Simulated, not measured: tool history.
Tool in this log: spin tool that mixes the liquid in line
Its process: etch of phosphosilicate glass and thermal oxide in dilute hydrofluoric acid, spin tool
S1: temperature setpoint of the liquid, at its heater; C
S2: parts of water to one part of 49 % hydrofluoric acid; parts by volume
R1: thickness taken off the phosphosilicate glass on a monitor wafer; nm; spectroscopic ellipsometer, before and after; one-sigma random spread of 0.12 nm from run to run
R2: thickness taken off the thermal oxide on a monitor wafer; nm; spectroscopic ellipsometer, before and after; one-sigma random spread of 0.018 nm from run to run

run 1 hour=0 | S1=25 S2=90 time_under_the_liquid_(s)=40 | R1=27.911 R2=2.2289
run 2 hour=5.5 | S1=23 S2=100 time_under_the_liquid_(s)=40 | R1=23.039 R2=1.8408
run 3 hour=13.7 | S1=23 S2=100 time_under_the_liquid_(s)=55 | R1=31.549 R2=2.4248
run 4 hour=16.5 | S1=23 S2=75 time_under_the_liquid_(s)=55 | R1=43.773 R2=3.4238
run 5 hour=22.6 | S1=24 S2=75 time_under_the_liquid_(s)=55 | R1=45.92 R2=3.5573
run 6 hour=23.4 | S1=22.5 S2=95 time_under_the_liquid_(s)=55 | R1=32.833 R2=2.7205
run 7 hour=24.6 | S1=25.5 S2=130 time_under_the_liquid_(s)=45 | R1=21.357 R2=1.6592
run 8 hour=27.1 | S1=23.5 S2=130 time_under_the_liquid_(s)=45 | R1=19.796 R2=1.5401
run 9 hour=35.6 | S1=22 S2=135 time_under_the_liquid_(s)=45 | R1=18.265 R2=1.3728
run 10 hour=43.8 | S1=22 S2=140 time_under_the_liquid_(s)=45 | R1=17.247 R2=1.3726
run 11 hour=45.8 | S1=21.5 S2=145 time_under_the_liquid_(s)=45 | R1=16.103 R2=1.2762
run 12 hour=47.7 | S1=21 S2=150 time_under_the_liquid_(s)=45 | R1=15.178 R2=1.2315
run 13 hour=55 | S1=21.5 S2=155 time_under_the_liquid_(s)=45 | R1=15.009 R2=1.1929

Estimate the outcome of run 14 from the log above:
run 14 hour=57 | S1=21 S2=155 time_under_the_liquid_(s)=45 | R1=? R2=?

Run 14 yielded R1 14.576 nm, R2 1.148 nm.
